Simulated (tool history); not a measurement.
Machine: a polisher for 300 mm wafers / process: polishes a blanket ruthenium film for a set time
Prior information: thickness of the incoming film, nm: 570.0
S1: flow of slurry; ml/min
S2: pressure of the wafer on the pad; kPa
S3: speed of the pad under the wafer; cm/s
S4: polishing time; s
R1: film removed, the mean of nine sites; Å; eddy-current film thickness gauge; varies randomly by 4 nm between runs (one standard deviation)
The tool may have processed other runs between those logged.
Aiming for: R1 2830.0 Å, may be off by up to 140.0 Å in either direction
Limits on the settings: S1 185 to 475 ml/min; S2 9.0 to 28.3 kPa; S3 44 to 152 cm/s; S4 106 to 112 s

run,hour,S1,S2,S3,S4,R1
1,0.0,305,18.6,98,106,2022.2
2,8.2,305,18.6,98,112,2116.6
3,11.0,305,19.3,98,112,2180.9
4,15.6,360,19.3,98,112,2238.3
5,23.6,360,20.0,98,112,2212.2
6,24.5,360,20.7,98,112,2379.4
7,31.9,360,21.4,98,112,2411.1
8,39.7,360,22.1,98,112,2414.5
9,46.0,360,22.8,98,112,2533.2
10,48.6,360,23.4,98,112,2597.3

Which of these 4 next moves meets every target?
A,51.2,360,26.2,88,112,?
B,51.2,360,19.3,114,106,?
C,51.2,405,15.9,136,106,?
D,51.2,360,22.1,112,112,?

move,R1
A,2531.7
B,2402.6
C,2472.2
D,2776.8
A: the biggest miss grows against the last run
B: the biggest miss grows against the last run
C: the biggest miss grows against the last run
D: hits every target within its allowed miss
The move that meets every target is D.
